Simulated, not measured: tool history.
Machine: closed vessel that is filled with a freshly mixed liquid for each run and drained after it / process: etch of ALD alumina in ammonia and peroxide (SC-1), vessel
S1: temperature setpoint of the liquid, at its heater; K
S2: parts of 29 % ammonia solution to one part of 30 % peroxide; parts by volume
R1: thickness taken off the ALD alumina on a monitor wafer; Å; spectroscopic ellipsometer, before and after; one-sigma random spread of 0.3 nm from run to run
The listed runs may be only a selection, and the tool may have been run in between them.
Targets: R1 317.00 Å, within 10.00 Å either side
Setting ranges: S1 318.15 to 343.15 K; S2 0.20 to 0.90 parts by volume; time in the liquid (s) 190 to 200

run 1 day=0.000 | S1=334.15 S2=0.50 time_in_the_liquid_(s)=190 | R1=197.82
run 2 day=0.250 | S1=334.15 S2=0.35 time_in_the_liquid_(s)=190 | R1=190.64
run 3 day=0.446 | S1=327.65 S2=0.35 time_in_the_liquid_(s)=190 | R1=134.19
run 4 day=0.754 | S1=330.15 S2=0.35 time_in_the_liquid_(s)=190 | R1=157.48
run 5 day=1.092 | S1=332.15 S2=0.35 time_in_the_liquid_(s)=190 | R1=172.97
run 6 day=1.325 | S1=334.15 S2=0.35 time_in_the_liquid_(s)=190 | R1=189.78
run 7 day=1.362 | S1=335.65 S2=0.35 time_in_the_liquid_(s)=190 | R1=208.05
-- day=1.575 new drum of ammonia solution connected
run 8 day=1.575 | S1=337.15 S2=0.35 time_in_the_liquid_(s)=190 | R1=224.29
run 9 day=1.721 | S1=338.15 S2=0.35 time_in_the_liquid_(s)=190 | R1=237.73
run 10 day=2.000 | S1=338.15 S2=0.35 time_in_the_liquid_(s)=190 | R1=235.21
run 11 day=2.225 | S1=339.15 S2=0.35 time_in_the_liquid_(s)=190 | R1=245.30

Below are 5 possible settings for the next run. Only one of them brings all results inside the allowed miss of their targets. Which is it?
run A day=2.450 | S1=336.15 S2=0.20 time_in_the_liquid_(s)=195 | R1=?
run B day=2.450 | S1=337.65 S2=0.25 time_in_the_liquid_(s)=190 | R1=?
run C day=2.450 | S1=333.65 S2=0.35 time_in_the_liquid_(s)=200 | R1=?
run D day=2.450 | S1=342.65 S2=0.20 time_in_the_liquid_(s)=200 | R1=?
run E day=2.450 | S1=343.15 S2=0.30 time_in_the_liquid_(s)=200 | R1=?

move=A R1=206.53
move=B R1=221.58
move=C R1=196.74
move=D R1=291.78
move=E R1=310.56
A: further off than the last run
B: further off than the last run
C: further off than the last run
D: better than the last run, though not everything is in spec
E: every result within its allowed miss
Go with E: it meets all targets.
